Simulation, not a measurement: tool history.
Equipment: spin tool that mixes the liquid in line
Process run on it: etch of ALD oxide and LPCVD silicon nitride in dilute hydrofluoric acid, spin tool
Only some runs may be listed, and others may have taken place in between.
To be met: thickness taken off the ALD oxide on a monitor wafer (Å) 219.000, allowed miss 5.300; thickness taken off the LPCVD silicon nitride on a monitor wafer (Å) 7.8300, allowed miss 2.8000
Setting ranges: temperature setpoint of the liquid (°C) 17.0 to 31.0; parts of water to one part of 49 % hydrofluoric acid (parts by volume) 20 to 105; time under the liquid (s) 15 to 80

| run | hour | temperature setpoint of the liquid (°C) | parts of water to one part of 49 % hydrofluoric acid (parts by volume) | time under the liquid (s) | thickness taken off the ALD oxide on a monitor wafer (Å) | thickness taken off the LPCVD silicon nitride on a monitor wafer (Å) |
|---|---|---|---|---|---|---|
| 1 | 0.0 | 23.0 | 55 | 40 | 110.430 | 3.9516 |
| 2 | 4.7 | 21.5 | 55 | 40 | 103.810 | 3.2115 |
| 3 | 11.0 | 21.5 | 55 | 30 | 78.544 | 2.5553 |
| 4 | 17.2 | 21.5 | 75 | 30 | 55.035 | 1.5846 |
| 5 | 20.0 | 21.5 | 75 | 40 | 73.996 | 1.9362 |
| 6 | 27.0 | 23.5 | 75 | 40 | 80.337 | 2.7676 |
| 7 | 35.8 | 24.0 | 65 | 40 | 94.689 | 3.1717 |
| 8 | 39.4 | 24.0 | 65 | 40 | 95.577 | 3.2041 |
| 9 | 48.1 | 28.0 | 40 | 40 | 190.480 | 6.6722 |
| 10 | 51.5 | 28.5 | 40 | 40 | 191.910 | 5.9249 |
| 11 | 55.8 | 29.0 | 40 | 40 | 197.220 | 6.7368 |
| 12 | 59.7 | 29.0 | 40 | 40 | 196.500 | 6.3992 |
| 13 | 66.3 | 29.5 | 40 | 40 | 200.610 | 6.8641 |
| 14 | 73.0 | 31.0 | 40 | 40 | 211.800 | 9.0673 |
| 15 | 78.1 | 30.5 | 40 | 40 | 210.450 | 8.6451 |
| 16 | 85.2 | 30.0 | 35 | 40 | 238.810 | 8.3340 |
| 17 | 86.6 | 29.5 | 35 | 40 | 231.370 | 7.8384 |

Of the 5 settings listed for the next run, only one would bring every result within its allowed miss of target. Which one?
| A | 88.0 | 31.0 | 50 | 50 | ? | ? |
| B | 88.0 | 28.5 | 30 | 35 | ? | ? |
| C | 88.0 | 28.0 | 35 | 40 | ? | ? |
| D | 88.0 | 31.0 | 45 | 45 | ? | ? |
| E | 88.0 | 22.5 | 25 | 40 | ? | ? |

| move | thickness taken off the ALD oxide on a monitor wafer (Å) | thickness taken off the LPCVD silicon nitride on a monitor wafer (Å) |
|---|---|---|
| A | 210.900 | 7.7955 |
| B | 229.810 | 7.6579 |
| C | 218.960 | 7.2872 |
| D | 212.570 | 7.7870 |
| E | 247.460 | 6.9605 |
A: the result that was furthest off in the last run now lies on the other side of its target
B: nearer the targets than the last run, but a result is still out of spec
C: hits every target within its allowed miss
D: the result that was furthest off in the last run now lies on the other side of its target
E: its largest miss is bigger than the last run's
C meets every target.
